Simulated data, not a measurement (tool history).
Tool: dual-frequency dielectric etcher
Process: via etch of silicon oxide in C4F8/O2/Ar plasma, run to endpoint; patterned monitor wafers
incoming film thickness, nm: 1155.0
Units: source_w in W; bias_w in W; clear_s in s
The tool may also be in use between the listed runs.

| run | hour | source_w | bias_w | clear_s |
|---|---|---|---|---|
| 1 | 0 | 1890 | 2608 | 208.95 |
| 2 | 3.7 | 2050 | 2667 | 200.47 |
| 3 | 7.3 | 1830 | 2667 | 209.55 |
| 4 | 10.6 | 1560 | 2667 | 222.31 |
| 5 | 16.5 | 1800 | 2755 | 205.87 |
| 6 | 17.9 | 1930 | 2789 | 201 |
| 7 | 26.7 | 2030 | 2821 | 194.94 |
| 8 | 28.5 | 2090 | 2838 | 192.85 |

The next listed run, before its measurement:
| 9 | 35.1 | 2140 | 2853 | ? |

{"run 9": {"clear_s": 191.72}}
